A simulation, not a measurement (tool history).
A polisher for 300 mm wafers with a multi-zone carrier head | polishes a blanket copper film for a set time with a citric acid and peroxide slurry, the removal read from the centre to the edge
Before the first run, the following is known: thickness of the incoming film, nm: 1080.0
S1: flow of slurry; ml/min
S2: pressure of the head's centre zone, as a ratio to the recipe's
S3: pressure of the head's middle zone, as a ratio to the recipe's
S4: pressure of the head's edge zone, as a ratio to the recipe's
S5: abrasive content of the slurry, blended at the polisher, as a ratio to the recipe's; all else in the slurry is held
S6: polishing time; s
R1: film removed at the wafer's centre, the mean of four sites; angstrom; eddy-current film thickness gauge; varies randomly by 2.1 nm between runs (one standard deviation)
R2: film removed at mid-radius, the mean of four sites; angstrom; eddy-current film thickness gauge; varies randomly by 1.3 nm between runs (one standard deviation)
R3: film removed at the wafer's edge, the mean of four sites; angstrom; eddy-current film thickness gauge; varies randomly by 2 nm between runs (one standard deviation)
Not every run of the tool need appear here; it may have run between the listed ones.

run  hour   S1    S2    S3    S4    S5  S6      R1      R2      R3
  1   0.0  215  1.00  1.00  1.00  1.00  87  1313.8  1295.4  1299.1
  2   0.8  215  1.00  1.00  1.00  1.15  87  1386.3  1346.7  1317.4
  3   1.4  215  1.00  1.06  1.00  1.15  87  1379.8  1446.0  1293.4
  4   5.8  215  1.00  1.06  1.00  1.00  87  1360.7  1364.6  1281.5
  5  11.3  235  1.00  1.06  1.00  1.00  87  1349.6  1393.2  1283.4
  6  19.4  240  1.01  1.08  1.04  1.05  88  1395.7  1437.4  1367.0
  7  24.4  250  1.02  1.11  1.05  1.10  88  1469.3  1545.5  1416.2

The next listed run, before its measurement:
  8  30.5  265  1.02  1.12  1.05  1.10  88   ?   ?   ?

{"run 8": {"R1": 1452.8, "R2": 1564.2, "R3": 1455.7}}

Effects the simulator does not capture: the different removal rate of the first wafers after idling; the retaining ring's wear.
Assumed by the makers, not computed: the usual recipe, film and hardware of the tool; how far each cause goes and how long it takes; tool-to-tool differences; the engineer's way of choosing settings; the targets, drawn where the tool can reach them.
